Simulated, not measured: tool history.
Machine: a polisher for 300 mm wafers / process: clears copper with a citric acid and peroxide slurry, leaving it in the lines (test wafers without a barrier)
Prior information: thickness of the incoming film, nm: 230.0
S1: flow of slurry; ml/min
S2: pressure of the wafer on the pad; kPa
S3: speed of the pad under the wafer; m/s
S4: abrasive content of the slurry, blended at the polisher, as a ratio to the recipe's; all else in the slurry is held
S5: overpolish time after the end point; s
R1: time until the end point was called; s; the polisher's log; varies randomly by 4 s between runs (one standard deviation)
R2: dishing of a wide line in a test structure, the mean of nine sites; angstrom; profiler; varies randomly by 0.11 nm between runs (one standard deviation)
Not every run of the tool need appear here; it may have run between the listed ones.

run	hour	S1	S2	S3	S4	S5	R1	R2
1	0.0	245	22.8	0.96	1.00	18	126.560	175.690
2	2.0	245	22.8	0.96	1.20	18	123.080	182.010
3	4.5	245	28.3	0.96	1.20	18	98.594	207.430
4	5.8	245	28.3	0.96	1.10	18	101.440	207.080
5	13.0	245	28.3	0.96	1.25	18	98.492	206.850
6	16.9	245	26.2	0.90	1.25	16	108.710	179.150
7	18.1	245	24.1	0.84	1.25	15	119.580	160.020
8	21.7	245	24.1	0.84	1.25	15	123.360	161.090
9	24.0	245	22.8	0.80	1.25	13	131.630	132.570
10	31.3	245	15.9	0.76	1.25	13	196.550	99.902

Estimate the outcome of run 11 from the log above:
11	38.8	245	15.9	0.76	1.25	12	?	?

R1: 205.740 s
R2: 94.293 angstrom
